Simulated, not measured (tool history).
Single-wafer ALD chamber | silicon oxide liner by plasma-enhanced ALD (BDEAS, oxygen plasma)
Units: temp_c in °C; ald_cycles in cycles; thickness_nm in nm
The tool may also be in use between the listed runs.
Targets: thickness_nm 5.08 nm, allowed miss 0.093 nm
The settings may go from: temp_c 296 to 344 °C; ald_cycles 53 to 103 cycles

run	hour	temp_c	ald_cycles	thickness_nm
1	0	320	78	6.9515
2	4.4	320	74	6.5643
3	11.5	320	68	6.0663
4	13.2	325	68	6.0276
5	18.2	330	68	6.0234
6	26.5	330	77	6.768
7	27.5	330	72	6.2952
8	35.3	331	68	5.9456
9	43.7	332	65	5.7389
10	49.7	332	63	5.4884
11	55.3	333	57	5.0099

4 next moves are on the table. One of them brings every result within its allowed miss. Which?
A	60.9	334	56	?
B	60.9	339	61	?
C	60.9	339	59	?
D	60.9	337	55	?

move	thickness_nm
A	4.9125
B	5.3167
C	5.1424
D	4.8061
A: further off than the last run
B: takes the result that was furthest off past its target
C: meets every target
D: further off than the last run
The right move is C.

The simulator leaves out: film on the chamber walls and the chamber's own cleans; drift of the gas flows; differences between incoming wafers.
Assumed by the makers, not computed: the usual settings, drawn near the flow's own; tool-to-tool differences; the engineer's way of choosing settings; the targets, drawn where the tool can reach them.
